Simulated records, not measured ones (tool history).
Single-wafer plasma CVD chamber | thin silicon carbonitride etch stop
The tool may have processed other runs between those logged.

| run | hour | RF power (kW) | deposition time (s) | mean film thickness on the monitor wafer (nm) |
|---|---|---|---|---|
| 1 | 0 | 0.27 | 11.5 | 7.06 |
| 2 | 1.1 | 0.28 | 12 | 7.4547 |
| 3 | 5.3 | 0.29 | 12.4 | 7.7602 |
| 4 | 12.6 | 0.29 | 11.5 | 7.1811 |
| 5 | 17.2 | 0.29 | 12.1 | 7.5856 |
| 6 | 22.2 | 0.275 | 12.1 | 7.4512 |
| 7 | 29.5 | 0.275 | 12.1 | 7.4665 |
| 8 | 36.6 | 0.275 | 12.1 | 7.4755 |
| 9 | 40.7 | 0.275 | 12.1 | 7.4533 |
| 10 | 42.6 | 0.285 | 12.5 | 7.7795 |
| 11 | 50.6 | 0.295 | 12.8 | 8.016 |
| 12 | 53.4 | 0.3 | 13.1 | 8.3111 |
| 13 | 59.7 | 0.305 | 13.3 | 8.4715 |
| 14 | 66 | 0.31 | 13.4 | 8.5668 |

What does the tool deliver on the next run?
| 15 | 74.1 | 0.31 | 13.4 | ? |

Logged for run 15: mean film thickness on the monitor wafer (nm) 8.5438.
